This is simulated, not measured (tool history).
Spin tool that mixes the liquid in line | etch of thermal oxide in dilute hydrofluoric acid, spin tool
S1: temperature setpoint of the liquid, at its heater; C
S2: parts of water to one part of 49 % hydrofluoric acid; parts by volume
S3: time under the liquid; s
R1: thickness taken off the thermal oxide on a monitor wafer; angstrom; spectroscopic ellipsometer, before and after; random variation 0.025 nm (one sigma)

run,hour,S1,S2,S3,R1
1,0.0,25.0,145,75,24.764
2,4.3,22.0,145,75,22.147
3,8.3,22.0,145,75,22.149
4,15.5,24.5,135,75,26.472
5,18.3,24.5,160,75,21.668
6,24.0,27.0,160,75,23.672
7,29.0,28.5,145,75,28.189
8,31.1,29.5,135,75,31.829
9,34.4,30.5,130,75,34.476
10,41.5,31.0,125,75,36.556
11,47.4,31.5,120,75,39.341
12,49.6,31.5,120,75,39.092

Forecast run 13:
13,57.8,32.0,115,75,?

R1: 42.223 angstrom
